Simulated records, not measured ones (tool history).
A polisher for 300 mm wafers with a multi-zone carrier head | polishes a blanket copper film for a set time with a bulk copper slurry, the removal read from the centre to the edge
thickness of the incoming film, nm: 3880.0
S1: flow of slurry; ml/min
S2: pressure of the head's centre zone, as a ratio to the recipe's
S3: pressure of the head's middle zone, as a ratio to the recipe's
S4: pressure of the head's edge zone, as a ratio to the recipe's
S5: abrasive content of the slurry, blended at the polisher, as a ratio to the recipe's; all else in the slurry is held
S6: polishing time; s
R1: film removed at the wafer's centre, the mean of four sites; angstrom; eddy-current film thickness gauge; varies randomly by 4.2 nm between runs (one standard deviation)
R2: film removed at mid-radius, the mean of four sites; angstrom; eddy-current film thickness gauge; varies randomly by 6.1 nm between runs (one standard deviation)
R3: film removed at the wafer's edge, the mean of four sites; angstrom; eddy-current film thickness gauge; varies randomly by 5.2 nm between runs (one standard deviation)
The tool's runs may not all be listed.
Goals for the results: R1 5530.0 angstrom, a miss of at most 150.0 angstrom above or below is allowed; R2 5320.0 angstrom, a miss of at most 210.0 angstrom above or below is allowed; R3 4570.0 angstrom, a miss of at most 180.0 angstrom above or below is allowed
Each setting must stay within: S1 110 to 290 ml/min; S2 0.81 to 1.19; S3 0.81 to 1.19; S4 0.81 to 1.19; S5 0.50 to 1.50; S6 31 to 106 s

run 1 hour=0.0 | S1=185 S2=1.00 S3=1.00 S4=1.00 S5=1.00 S6=68 | R1=4873.9 R2=4893.4 R3=4823.7
run 2 hour=4.7 | S1=185 S2=1.00 S3=1.00 S4=0.94 S5=1.00 S6=68 | R1=4910.8 R2=4996.8 R3=4741.2
run 3 hour=8.6 | S1=185 S2=1.00 S3=1.00 S4=0.94 S5=1.00 S6=82 | R1=5833.6 R2=5799.8 R3=5668.1
run 4 hour=14.7 | S1=185 S2=1.01 S3=1.01 S4=0.92 S5=0.95 S6=81 | R1=5708.5 R2=5810.8 R3=5510.9
run 5 hour=17.5 | S1=185 S2=1.03 S3=1.01 S4=0.90 S5=0.90 S6=80 | R1=5751.2 R2=5645.8 R3=5342.4
run 6 hour=18.3 | S1=185 S2=1.03 S3=1.01 S4=0.90 S5=0.90 S6=64 | R1=4639.0 R2=4494.5 R3=4276.8
run 7 hour=20.5 | S1=195 S2=1.04 S3=1.03 S4=0.90 S5=0.90 S6=64 | R1=4708.2 R2=4662.0 R3=4307.8
run 8 hour=29.3 | S1=205 S2=1.05 S3=1.04 S4=0.90 S5=0.90 S6=64 | R1=4737.0 R2=4749.3 R3=4294.9
run 9 hour=35.6 | S1=210 S2=1.07 S3=1.05 S4=0.91 S5=0.90 S6=64 | R1=4862.9 R2=4781.1 R3=4274.5
run 10 hour=41.1 | S1=215 S2=1.08 S3=1.05 S4=0.92 S5=0.95 S6=64 | R1=5082.5 R2=4786.1 R3=4438.5
run 11 hour=47.0 | S1=220 S2=1.09 S3=1.06 S4=0.92 S5=0.95 S6=64 | R1=5039.0 R2=4921.7 R3=4512.9
run 12 hour=49.0 | S1=225 S2=1.10 S3=1.07 S4=0.91 S5=0.95 S6=64 | R1=5193.1 R2=4974.9 R3=4472.2
run 13 hour=50.0 | S1=230 S2=1.10 S3=1.08 S4=0.91 S5=0.95 S6=64 | R1=5165.7 R2=5009.2 R3=4444.0
run 14 hour=52.2 | S1=235 S2=1.11 S3=1.09 S4=0.91 S5=0.95 S6=64 | R1=5220.0 R2=5062.2 R3=4428.8
run 15 hour=58.7 | S1=240 S2=1.11 S3=1.09 S4=0.91 S5=0.95 S6=64 | R1=5194.5 R2=5071.7 R3=4417.6
run 16 hour=59.9 | S1=240 S2=1.12 S3=1.09 S4=0.91 S5=0.95 S6=64 | R1=5277.4 R2=4966.9 R3=4412.1

Which single option among these 4 for the next run brings every result within its allowed miss of target? Just one does.
run A hour=61.1 | S1=250 S2=1.07 S3=1.04 S4=0.96 S5=0.90 S6=61 | R1=? R2=? R3=?
run B hour=61.1 | S1=250 S2=1.15 S3=1.16 S4=0.92 S5=1.15 S6=62 | R1=? R2=? R3=?
run C hour=61.1 | S1=270 S2=1.16 S3=1.09 S4=0.85 S5=0.75 S6=65 | R1=? R2=? R3=?
run D hour=61.1 | S1=255 S2=1.16 S3=1.15 S4=0.85 S5=0.90 S6=61 | R1=? R2=? R3=?

move=A R1=4801.0 R2=4580.1 R3=4345.5
move=B R1=5584.3 R2=5350.9 R3=4598.5
move=C R1=5348.8 R2=4855.8 R3=4204.4
move=D R1=5223.7 R2=4930.2 R3=4110.8
A: further off than the last run
B: every result within its allowed miss
C: further off than the last run
D: further off than the last run
B meets every target.

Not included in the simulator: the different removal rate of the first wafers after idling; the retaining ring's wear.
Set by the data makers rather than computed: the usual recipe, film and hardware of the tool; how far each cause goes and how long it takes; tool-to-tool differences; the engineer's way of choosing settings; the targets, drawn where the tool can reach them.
